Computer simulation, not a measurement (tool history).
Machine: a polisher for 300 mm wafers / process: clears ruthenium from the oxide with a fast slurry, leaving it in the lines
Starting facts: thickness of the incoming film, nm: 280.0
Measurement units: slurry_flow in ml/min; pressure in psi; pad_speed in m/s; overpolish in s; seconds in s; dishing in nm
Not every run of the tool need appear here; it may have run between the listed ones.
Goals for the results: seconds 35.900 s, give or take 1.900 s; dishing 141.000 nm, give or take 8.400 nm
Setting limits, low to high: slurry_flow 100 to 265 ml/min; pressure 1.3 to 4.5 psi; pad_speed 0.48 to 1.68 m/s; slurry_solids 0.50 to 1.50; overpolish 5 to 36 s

| run | hour | slurry_flow | pressure | pad_speed | slurry_solids | overpolish | seconds | dishing |
|---|---|---|---|---|---|---|---|---|
| 1 | 0.0 | 170 | 2.9 | 1.08 | 1.00 | 18 | 67.253 | 61.116 |
| 2 | 8.7 | 170 | 3.1 | 1.10 | 1.00 | 19 | 65.568 | 65.747 |
| 3 | 14.4 | 170 | 3.1 | 1.24 | 1.00 | 19 | 56.116 | 70.392 |
| 4 | 16.4 | 170 | 3.3 | 1.26 | 1.00 | 20 | 53.399 | 76.768 |
| 5 | 19.5 | 170 | 3.4 | 1.28 | 1.00 | 21 | 52.246 | 83.589 |
| 6 | 21.1 | 170 | 3.5 | 1.30 | 1.00 | 22 | 50.060 | 87.212 |
| 7 | 26.1 | 170 | 3.5 | 1.30 | 1.00 | 22 | 49.793 | 88.166 |
| 8 | 33.5 | 170 | 3.6 | 1.32 | 1.00 | 23 | 48.976 | 98.613 |
| 9 | 41.6 | 180 | 4.4 | 1.38 | 1.00 | 23 | 40.064 | 111.980 |
| 10 | 44.9 | 180 | 4.4 | 1.38 | 1.00 | 23 | 40.563 | 107.530 |
| 11 | 46.6 | 180 | 4.4 | 1.40 | 1.00 | 23 | 39.470 | 111.160 |
| 12 | 54.8 | 180 | 4.4 | 1.42 | 1.00 | 23 | 37.742 | 113.410 |
| 13 | 55.9 | 180 | 4.4 | 1.42 | 1.00 | 24 | 39.304 | 118.630 |

Which of these 5 next moves meets every target?
| A | 57.0 | 180 | 4.4 | 1.50 | 1.05 | 28 | ? | ? |
| B | 57.0 | 175 | 4.3 | 1.22 | 0.95 | 23 | ? | ? |
| C | 57.0 | 145 | 3.9 | 1.52 | 1.00 | 35 | ? | ? |
| D | 57.0 | 190 | 4.5 | 1.28 | 1.05 | 34 | ? | ? |
| E | 57.0 | 170 | 3.7 | 1.42 | 1.05 | 30 | ? | ? |

| move | seconds | dishing |
|---|---|---|
| A | 35.918 | 135.460 |
| B | 47.367 | 95.524 |
| C | 40.898 | 144.140 |
| D | 40.970 | 141.260 |
| E | 42.965 | 125.490 |
A: hits every target within its allowed miss
B: the biggest miss grows against the last run
C: puts the biggest miss on target and leaves a different result outside tolerance
D: puts the biggest miss on target and leaves a different result outside tolerance
E: the biggest miss grows against the last run
Correct choice: A, which meets every target
